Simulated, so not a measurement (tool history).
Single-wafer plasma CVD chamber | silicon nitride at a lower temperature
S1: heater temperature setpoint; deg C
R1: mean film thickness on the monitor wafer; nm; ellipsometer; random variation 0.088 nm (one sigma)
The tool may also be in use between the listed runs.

{"run": 1, "hour": 0.0, "S1": 345, "chamber pressure (mTorr)": 1950, "RF power (kW)": 0.335, "deposition time (s)": 15.0, "R1": 19.424}
{"run": 2, "hour": 6.3, "S1": 341, "chamber pressure (mTorr)": 1950, "RF power (kW)": 0.335, "deposition time (s)": 15.0, "R1": 19.551}
{"run": 3, "hour": 9.7, "S1": 341, "chamber pressure (mTorr)": 2180, "RF power (kW)": 0.335, "deposition time (s)": 15.0, "R1": 20.046}
{"run": 4, "hour": 10.6, "S1": 331, "chamber pressure (mTorr)": 2180, "RF power (kW)": 0.335, "deposition time (s)": 15.0, "R1": 20.193}
{"run": 5, "hour": 17.6, "S1": 331, "chamber pressure (mTorr)": 1970, "RF power (kW)": 0.335, "deposition time (s)": 15.0, "R1": 19.481}
{"run": 6, "hour": 19.3, "S1": 331, "chamber pressure (mTorr)": 1970, "RF power (kW)": 0.335, "deposition time (s)": 14.2, "R1": 18.644}
{"run": 7, "hour": 22.8, "S1": 331, "chamber pressure (mTorr)": 2060, "RF power (kW)": 0.34, "deposition time (s)": 14.2, "R1": 18.912}

What does the tool deliver on the next run?
{"hour": 25.5, "done": "thermocouple changed; heater temperature recalibrated"}
{"run": 8, "hour": 25.5, "S1": 331, "chamber pressure (mTorr)": 2130, "RF power (kW)": 0.345, "deposition time (s)": 14.2, "R1": "?"}

R1: 19.511 nm
